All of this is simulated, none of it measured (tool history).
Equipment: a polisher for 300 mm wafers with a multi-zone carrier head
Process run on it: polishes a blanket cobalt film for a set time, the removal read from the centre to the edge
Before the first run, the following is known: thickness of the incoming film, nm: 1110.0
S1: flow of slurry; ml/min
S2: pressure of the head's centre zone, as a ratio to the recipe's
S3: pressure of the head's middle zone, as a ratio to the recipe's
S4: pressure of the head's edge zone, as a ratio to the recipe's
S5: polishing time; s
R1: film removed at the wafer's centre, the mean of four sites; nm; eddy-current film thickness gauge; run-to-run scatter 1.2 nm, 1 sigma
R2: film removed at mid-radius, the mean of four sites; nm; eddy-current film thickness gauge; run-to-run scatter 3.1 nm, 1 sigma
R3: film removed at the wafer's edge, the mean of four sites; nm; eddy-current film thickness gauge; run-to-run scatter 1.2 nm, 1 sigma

run 1 hour=0 | S1=240 S2=1 S3=1 S4=1 S5=52 | R1=146.62 R2=141.59 R3=150.07
run 2 hour=3.1 | S1=190 S2=1 S3=1 S4=1 S5=52 | R1=139.25 R2=139.27 R3=146.52
run 3 hour=8.3 | S1=190 S2=1 S3=1 S4=0.97 S5=52 | R1=140.07 R2=136.48 R3=143.3
run 4 hour=12.4 | S1=205 S2=1.02 S3=1.02 S4=1 S5=53 | R1=149.15 R2=143.71 R3=148.36
run 5 hour=20.4 | S1=205 S2=1.02 S3=1.05 S4=1 S5=53 | R1=148.93 R2=146.32 R3=150.58
run 6 hour=29.4 | S1=215 S2=1.02 S3=1.07 S4=1.01 S5=54 | R1=151.2 R2=156.83 R3=154.44
run 7 hour=36.1 | S1=230 S2=1.03 S3=1.08 S4=1.03 S5=55 | R1=158.13 R2=158.73 R3=157.57
run 8 hour=40.3 | S1=240 S2=1.03 S3=1.09 S4=1.04 S5=56 | R1=160.28 R2=169.33 R3=160.41
run 9 hour=43.5 | S1=245 S2=1.03 S3=1.09 S4=1.05 S5=57 | R1=164.51 R2=169.68 R3=167.42
run 10 hour=47.4 | S1=255 S2=1.04 S3=1.1 S4=1.07 S5=58 | R1=170.82 R2=174.92 R3=171.62
run 11 hour=54.7 | S1=265 S2=1.05 S3=1.11 S4=1.08 S5=59 | R1=174.8 R2=175.68 R3=176.17
run 12 hour=59.1 | S1=270 S2=1.05 S3=1.12 S4=1.08 S5=60 | R1=181.48 R2=188.55 R3=177.89
run 13 hour=65.9 | S1=280 S2=1.05 S3=1.12 S4=1.09 S5=60 | R1=181.06 R2=183 R3=181.22
run 14 hour=71 | S1=285 S2=1.05 S3=1.13 S4=1.09 S5=60 | R1=180.03 R2=186.67 R3=182.25
run 15 hour=77.9 | S1=290 S2=1.05 S3=1.14 S4=1.09 S5=60 | R1=179.76 R2=188.63 R3=180.66
run 16 hour=79.3 | S1=290 S2=1.05 S3=1.15 S4=1.1 S5=60 | R1=181.96 R2=192.47 R3=181.46

What does the tool deliver on the next run?
run 17 hour=88.2 | S1=340 S2=1.09 S3=1.19 S4=1.19 S5=61 | R1=? R2=? R3=?

R1: 194.37 nm
R2: 203.66 nm
R3: 194.23 nm
